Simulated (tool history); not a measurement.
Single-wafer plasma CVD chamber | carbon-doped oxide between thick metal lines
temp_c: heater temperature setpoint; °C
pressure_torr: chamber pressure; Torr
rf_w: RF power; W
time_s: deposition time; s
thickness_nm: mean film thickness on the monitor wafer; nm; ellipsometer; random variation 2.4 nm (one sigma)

run,hour,temp_c,pressure_torr,rf_w,time_s,thickness_nm
1,0.0,335,4.78,435,216,1090.20
2,4.5,326,4.78,435,216,1122.40
3,5.3,326,4.78,485,216,1203.00
4,11.7,332,4.23,435,216,1084.50
5,15.4,337,3.87,400,216,1001.00
6,18.8,341,3.58,380,216,954.19

The next listed run, before its measurement:
7,21.4,344,3.37,365,216,?

{"run 7": {"thickness_nm": 910.89}}
